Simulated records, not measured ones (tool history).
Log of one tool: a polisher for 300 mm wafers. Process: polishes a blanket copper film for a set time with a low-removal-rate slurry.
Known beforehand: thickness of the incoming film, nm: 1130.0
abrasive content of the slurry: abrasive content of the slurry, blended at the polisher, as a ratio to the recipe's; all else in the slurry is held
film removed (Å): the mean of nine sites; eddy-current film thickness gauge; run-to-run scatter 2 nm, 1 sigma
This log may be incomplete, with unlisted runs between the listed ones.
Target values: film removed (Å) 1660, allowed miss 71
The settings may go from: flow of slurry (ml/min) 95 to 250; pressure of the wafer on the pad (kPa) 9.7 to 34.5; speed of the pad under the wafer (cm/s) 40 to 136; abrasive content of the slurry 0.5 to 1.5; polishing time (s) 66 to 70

| run | day | flow of slurry (ml/min) | pressure of the wafer on the pad (kPa) | speed of the pad under the wafer (cm/s) | abrasive content of the slurry | polishing time (s) | film removed (Å) |
|---|---|---|---|---|---|---|---|
| 1 | 0 | 160 | 22.1 | 88 | 1 | 66 | 1992 |
| 2 | 0.362 | 160 | 22.1 | 88 | 1.1 | 66 | 2038.2 |
| 3 | 0.6 | 160 | 20.7 | 88 | 1.1 | 66 | 1913.3 |
| 4 | 0.821 | 185 | 20.7 | 88 | 1.1 | 66 | 1938.8 |
|  | 1.129 | worn pad replaced by a new one |
| 5 | 1.129 | 185 | 20 | 88 | 1.1 | 66 | 2085.6 |
| 6 | 1.25 | 185 | 20 | 88 | 0.9 | 66 | 1996 |
| 7 | 1.583 | 185 | 20 | 88 | 0.9 | 66 | 2006.3 |
| 8 | 1.846 | 170 | 19.3 | 88 | 0.9 | 66 | 1899.3 |
| 9 | 1.896 | 160 | 18.6 | 88 | 0.9 | 66 | 1781 |
| 10 | 2.129 | 155 | 18.6 | 88 | 0.9 | 66 | 1779.2 |
| 11 | 2.404 | 155 | 18.6 | 88 | 0.9 | 66 | 1788.2 |
| 12 | 2.583 | 150 | 18.6 | 88 | 0.9 | 66 | 1774.1 |
| 13 | 2.908 | 145 | 18.6 | 88 | 0.9 | 66 | 1812.9 |

Exactly one of the 4 candidate moves below puts every result within its allowed miss. Which one?
| A | 3.233 | 165 | 21.4 | 78 | 0.75 | 70 | ? |
| B | 3.233 | 135 | 24.8 | 60 | 1 | 67 | ? |
| C | 3.233 | 180 | 19.3 | 88 | 0.8 | 66 | ? |
| D | 3.233 | 195 | 17.2 | 72 | 1 | 66 | ? |

| move | film removed (Å) |
|---|---|
| A | 1894 |
| B | 1674.8 |
| C | 1873.2 |
| D | 1475 |
A: its largest miss is bigger than the last run's
B: in spec on every target
C: its largest miss is bigger than the last run's
D: takes the result that was furthest off past its target
B meets every target.

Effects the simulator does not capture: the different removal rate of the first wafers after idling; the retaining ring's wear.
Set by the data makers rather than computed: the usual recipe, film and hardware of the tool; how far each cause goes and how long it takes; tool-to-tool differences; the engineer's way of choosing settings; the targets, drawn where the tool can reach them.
